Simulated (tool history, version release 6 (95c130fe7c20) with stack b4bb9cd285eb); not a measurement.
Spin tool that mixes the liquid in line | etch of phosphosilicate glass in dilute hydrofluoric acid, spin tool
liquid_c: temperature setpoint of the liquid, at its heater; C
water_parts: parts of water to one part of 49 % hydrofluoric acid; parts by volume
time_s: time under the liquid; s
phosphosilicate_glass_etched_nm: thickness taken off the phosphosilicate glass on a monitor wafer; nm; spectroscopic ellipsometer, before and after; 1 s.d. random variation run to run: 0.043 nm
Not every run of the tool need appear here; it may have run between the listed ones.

run	hour	liquid_c	water_parts	time_s	phosphosilicate_glass_etched_nm
1	0.0	26	185	15	8.5513
2	4.0	27	180	15	9.1478
3	10.7	28	175	15	9.8152
4	17.4	28	175	15	9.8832
5	22.2	25	175	15	8.8243
# hour 27.1: thermometer replaced
6	27.1	26	170	15	9.0027

Run 7, settings as shown, results not yet in. Your forecast:
7	35.3	27	170	15	?

{"run 7": {"phosphosilicate_glass_etched_nm": 9.3107}}
